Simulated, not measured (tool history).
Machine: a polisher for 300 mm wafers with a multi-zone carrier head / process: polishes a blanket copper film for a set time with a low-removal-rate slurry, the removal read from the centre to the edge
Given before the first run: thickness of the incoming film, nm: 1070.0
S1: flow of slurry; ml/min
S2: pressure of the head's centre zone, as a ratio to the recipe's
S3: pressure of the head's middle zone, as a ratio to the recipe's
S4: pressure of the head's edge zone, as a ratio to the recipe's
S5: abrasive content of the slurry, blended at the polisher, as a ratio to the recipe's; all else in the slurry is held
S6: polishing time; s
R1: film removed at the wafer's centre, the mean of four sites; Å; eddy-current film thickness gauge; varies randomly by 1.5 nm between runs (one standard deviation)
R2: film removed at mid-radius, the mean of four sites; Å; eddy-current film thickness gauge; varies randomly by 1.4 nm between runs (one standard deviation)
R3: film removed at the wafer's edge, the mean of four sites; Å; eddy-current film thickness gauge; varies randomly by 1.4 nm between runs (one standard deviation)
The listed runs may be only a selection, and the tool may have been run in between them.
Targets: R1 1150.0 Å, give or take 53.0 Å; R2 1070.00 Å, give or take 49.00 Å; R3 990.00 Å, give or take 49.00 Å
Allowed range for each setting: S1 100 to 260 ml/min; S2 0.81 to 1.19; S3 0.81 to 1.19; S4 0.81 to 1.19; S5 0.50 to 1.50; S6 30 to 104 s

run,hour,S1,S2,S3,S4,S5,S6,R1,R2,R3
1,0.0,165,1.00,1.00,1.00,1.00,67,1581.1,1574.00,1605.30
2,4.3,165,1.00,1.00,1.00,0.80,67,1505.3,1487.80,1486.30
3,11.4,165,1.00,0.91,1.00,0.80,67,1509.1,1423.70,1520.70
4,12.2,165,1.01,0.92,0.98,0.75,65,1457.4,1369.90,1428.90
5,12.8,165,1.05,0.92,0.98,0.75,65,1573.2,1389.70,1423.50
6,19.1,145,1.05,0.92,0.98,0.75,65,1453.5,1358.80,1370.00
7,21.8,145,1.05,0.92,0.97,0.70,63,1406.5,1314.30,1368.10
8,26.0,150,1.06,0.94,0.96,0.70,60,1373.2,1286.50,1255.10
9,34.0,150,1.06,0.94,0.95,0.65,59,1361.0,1206.20,1219.90
10,37.9,145,1.06,0.96,0.94,0.65,58,1300.3,1212.00,1177.60
11,40.1,145,1.06,0.96,0.93,0.65,57,1289.3,1187.60,1182.90
12,48.8,145,1.11,1.05,0.87,0.50,46,1034.3,943.01,874.31
13,52.2,150,1.11,1.05,0.88,0.55,46,1061.4,996.58,904.92
14,52.9,150,1.11,1.05,0.88,0.55,46,1069.5,973.00,911.49
15,57.9,155,1.11,1.06,0.88,0.55,46,1094.4,991.27,913.25
16,65.2,155,1.11,1.06,0.89,0.55,46,1086.9,1007.90,904.91
17,67.7,155,1.11,1.05,0.90,0.55,46,1062.6,1001.80,925.95
18,69.1,160,1.11,1.05,0.90,0.55,46,1068.4,1004.60,911.42

Below are 5 possible settings for the next run. Only one of them brings all results inside the allowed miss of their targets. Which is it?
A,70.5,205,1.05,1.08,1.00,0.70,44,?,?,?
B,70.5,200,0.99,1.02,0.94,0.50,50,?,?,?
C,70.5,145,1.12,1.05,0.92,0.55,50,?,?,?
D,70.5,260,1.11,1.18,0.87,0.55,47,?,?,?
E,70.5,250,1.08,1.03,0.95,0.55,40,?,?,?

move,R1,R2,R3
A,1048.2,1043.90,968.81
B,1051.4,1071.80,1005.90
C,1157.5,1066.20,984.26
D,1165.6,1159.90,949.80
E,960.0,899.00,837.35
A: brings the result that was furthest off to its target, and leaves another outside
B: brings the result that was furthest off to its target, and leaves another outside
C: in spec on every target
D: brings the result that was furthest off to its target, and leaves another outside
E: lands further from the targets than the last run did
The move that meets every target is C.
